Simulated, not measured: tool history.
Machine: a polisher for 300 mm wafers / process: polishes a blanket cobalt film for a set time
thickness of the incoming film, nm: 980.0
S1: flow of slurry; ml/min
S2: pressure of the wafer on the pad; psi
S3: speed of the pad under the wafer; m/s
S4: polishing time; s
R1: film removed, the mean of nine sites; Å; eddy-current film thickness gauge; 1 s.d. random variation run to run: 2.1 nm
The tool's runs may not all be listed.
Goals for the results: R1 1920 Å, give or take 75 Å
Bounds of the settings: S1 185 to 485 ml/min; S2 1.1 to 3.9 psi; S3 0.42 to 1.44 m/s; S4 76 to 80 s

run	hour	S1	S2	S3	S4	R1
1	0	310	2.5	0.92	76	4230
2	3.5	280	2.5	0.92	76	4186.5
3	7.7	280	2.2	0.88	76	3674.2
4	12.4	335	2.2	0.88	76	3690.1
5	13.7	335	1.9	0.82	76	3040.6
6	16.9	335	2.3	0.82	76	3559.1
7	25.6	335	2	0.78	76	3100.7
8	33.5	335	1.8	0.74	76	2670.5
9	36.3	335	1.6	0.72	76	2348.4
10	41.9	335	1.5	0.72	76	2250.3
11	45.4	335	1.4	0.72	76	2086.5
12	47.2	335	1.2	0.72	76	1852.2
13	56.1	340	1.2	0.72	76	1821

Which single option among these 4 for the next run brings every result within its allowed miss of target? Just one does.
A	65	345	1.4	0.52	76	?
B	65	445	1.6	0.42	76	?
C	65	345	1.4	0.74	76	?
D	65	265	1.2	0.76	79	?

move	R1
A	1716
B	1760
C	2139.8
D	1913.3
A: its largest miss is bigger than the last run's
B: its largest miss is bigger than the last run's
C: pushes the last run's worst result past its target
D: every result lands within tolerance
So the answer is move D, the one that meets all the targets.
